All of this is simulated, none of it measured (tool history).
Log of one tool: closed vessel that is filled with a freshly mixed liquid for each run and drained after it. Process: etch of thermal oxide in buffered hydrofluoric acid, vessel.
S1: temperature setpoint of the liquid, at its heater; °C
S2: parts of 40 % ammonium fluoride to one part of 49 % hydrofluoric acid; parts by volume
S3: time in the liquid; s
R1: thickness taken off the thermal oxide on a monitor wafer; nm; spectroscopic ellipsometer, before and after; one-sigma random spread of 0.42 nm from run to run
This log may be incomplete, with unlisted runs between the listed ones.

| run | hour | S1 | S2 | S3 | R1 |
|---|---|---|---|---|---|
| 1 | 0 | 21 | 23.5 | 90 | 39.501 |
| 2 | 6.2 | 23.5 | 23.5 | 90 | 45.396 |
| 3 | 9.5 | 24 | 23.5 | 90 | 46.754 |
| 4 | 12.9 | 24 | 23.5 | 100 | 52.285 |
| 5 | 21 | 24 | 23.5 | 90 | 47.137 |
| 6 | 28.1 | 24 | 30 | 90 | 39.033 |
| 7 | 29.6 | 25 | 29.5 | 90 | 43.011 |
| 8 | 32.6 | 26 | 29.5 | 90 | 44.533 |
| 9 | 41.2 | 26 | 29.5 | 90 | 44.886 |

What does the tool deliver on the next run?
| 10 | 44.2 | 26.5 | 29 | 90 | ? |

{"run 10": {"R1": 47.19}}

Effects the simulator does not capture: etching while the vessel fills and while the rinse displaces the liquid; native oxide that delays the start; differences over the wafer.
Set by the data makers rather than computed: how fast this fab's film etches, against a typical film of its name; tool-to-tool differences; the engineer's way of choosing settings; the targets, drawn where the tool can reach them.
